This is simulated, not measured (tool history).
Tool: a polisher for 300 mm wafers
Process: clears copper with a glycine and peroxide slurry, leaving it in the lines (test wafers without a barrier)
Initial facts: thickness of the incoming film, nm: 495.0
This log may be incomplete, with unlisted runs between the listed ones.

run  hour  flow of slurry (ml/min)  pressure of the wafer on the pad (psi)  speed of the pad under the wafer (m/s)  overpolish time after the end point (s)  time until the end point was called (s)  dishing of a wide line in a test structure (angstrom)
  1   0.0                      140                                     2.1                                    0.76                                       10                                   169.36                                                228.310
  2   3.8                      140                                     2.1                                    0.76                                       13                                   173.99                                                290.850
  3   5.1                      110                                     2.1                                    0.76                                       13                                   176.63                                                275.330
  4   8.4                      110                                     2.1                                    0.66                                       13                                   195.60                                                256.030
  5  16.0                      110                                     2.4                                    0.66                                       13                                   178.61                                                273.590
  6  21.6                      100                                     2.5                                    0.56                                       10                                   196.30                                                204.040
  7  23.1                       95                                     2.0                                    0.66                                        8                                   207.36                                                150.960
  8  31.5                       90                                     1.7                                    0.78                                        6                                   217.85                                                111.020
  9  34.6                       90                                     1.5                                    0.92                                        5                                   209.04                                                 94.874

Expected results for the next run?
 10  39.1                       90                                     1.5                                    0.92                                        5                                        ?                                                      ?

Run 10 came out at time until the end point was called (s) 206.24, dishing of a wide line in a test structure (angstrom) 93.567.

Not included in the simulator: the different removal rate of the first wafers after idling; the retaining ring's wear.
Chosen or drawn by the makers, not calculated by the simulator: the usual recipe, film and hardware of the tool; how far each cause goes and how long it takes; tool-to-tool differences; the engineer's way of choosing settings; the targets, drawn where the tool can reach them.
